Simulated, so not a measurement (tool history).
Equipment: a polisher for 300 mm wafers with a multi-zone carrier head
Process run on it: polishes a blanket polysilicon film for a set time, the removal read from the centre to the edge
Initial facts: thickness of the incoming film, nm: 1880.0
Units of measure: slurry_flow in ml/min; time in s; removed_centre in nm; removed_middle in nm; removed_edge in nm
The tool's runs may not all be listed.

| run | hour | slurry_flow | centre_zone | middle_zone | edge_zone | time | removed_centre | removed_middle | removed_edge |
|---|---|---|---|---|---|---|---|---|---|
| 1 | 0.0 | 215 | 1.00 | 1.00 | 1.00 | 80 | 678.66 | 670.35 | 670.44 |
| 2 | 1.3 | 225 | 1.02 | 1.00 | 1.02 | 81 | 710.72 | 705.35 | 692.23 |
| 3 | 10.1 | 235 | 1.03 | 0.99 | 1.04 | 81 | 712.58 | 686.73 | 697.63 |
| 4 | 15.0 | 240 | 1.04 | 0.99 | 1.06 | 82 | 726.32 | 690.88 | 713.68 |
| 5 | 21.5 | 240 | 1.04 | 0.99 | 1.06 | 100 | 888.57 | 859.87 | 871.58 |
| 6 | 29.5 | 240 | 1.01 | 0.99 | 1.06 | 100 | 855.16 | 865.37 | 865.05 |
| 7 | 31.9 | 235 | 1.01 | 0.97 | 1.04 | 99 | 859.82 | 814.14 | 857.88 |
| 8 | 39.3 | 230 | 1.01 | 0.97 | 1.02 | 98 | 848.73 | 819.25 | 817.97 |

Expected results for the next run?
| 9 | 43.9 | 225 | 1.01 | 0.96 | 1.01 | 98 | ? | ? | ? |

removed_centre: 846.66 nm
removed_middle: 810.83 nm
removed_edge: 833.08 nm
